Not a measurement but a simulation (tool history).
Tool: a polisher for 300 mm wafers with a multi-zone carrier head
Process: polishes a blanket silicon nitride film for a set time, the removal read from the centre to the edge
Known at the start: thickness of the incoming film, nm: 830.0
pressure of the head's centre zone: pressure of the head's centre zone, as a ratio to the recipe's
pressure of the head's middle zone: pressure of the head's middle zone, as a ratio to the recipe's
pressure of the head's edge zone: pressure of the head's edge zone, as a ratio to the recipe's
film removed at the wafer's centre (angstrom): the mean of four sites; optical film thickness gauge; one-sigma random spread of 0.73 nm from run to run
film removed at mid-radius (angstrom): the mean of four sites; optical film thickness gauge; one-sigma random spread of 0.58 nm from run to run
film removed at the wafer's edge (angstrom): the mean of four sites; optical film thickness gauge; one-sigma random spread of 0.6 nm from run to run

| run | hour | flow of slurry (ml/min) | pressure of the head's centre zone | pressure of the head's middle zone | pressure of the head's edge zone | polishing time (s) | film removed at the wafer's centre (angstrom) | film removed at mid-radius (angstrom) | film removed at the wafer's edge (angstrom) |
|---|---|---|---|---|---|---|---|---|---|
| 1 | 0.0 | 140 | 1.00 | 1.00 | 1.00 | 48 | 597.96 | 610.14 | 611.39 |
| 2 | 1.4 | 140 | 1.00 | 1.00 | 1.00 | 54 | 685.78 | 700.04 | 680.73 |
| 3 | 8.5 | 135 | 1.01 | 0.97 | 1.01 | 54 | 678.77 | 667.12 | 676.82 |
| 4 | 16.3 | 135 | 1.07 | 0.97 | 1.01 | 54 | 706.09 | 658.84 | 682.13 |
| 5 | 22.9 | 135 | 1.07 | 1.00 | 1.01 | 54 | 711.04 | 674.24 | 678.47 |
| 6 | 27.0 | 130 | 1.08 | 0.98 | 1.02 | 54 | 729.04 | 663.79 | 680.29 |

What does the tool deliver on the next run?
| 7 | 32.1 | 95 | 1.07 | 0.88 | 1.09 | 53 | ? | ? | ? |

Run 7 measured film removed at the wafer's centre (angstrom) 637.53, film removed at mid-radius (angstrom) 542.30, film removed at the wafer's edge (angstrom) 655.78.

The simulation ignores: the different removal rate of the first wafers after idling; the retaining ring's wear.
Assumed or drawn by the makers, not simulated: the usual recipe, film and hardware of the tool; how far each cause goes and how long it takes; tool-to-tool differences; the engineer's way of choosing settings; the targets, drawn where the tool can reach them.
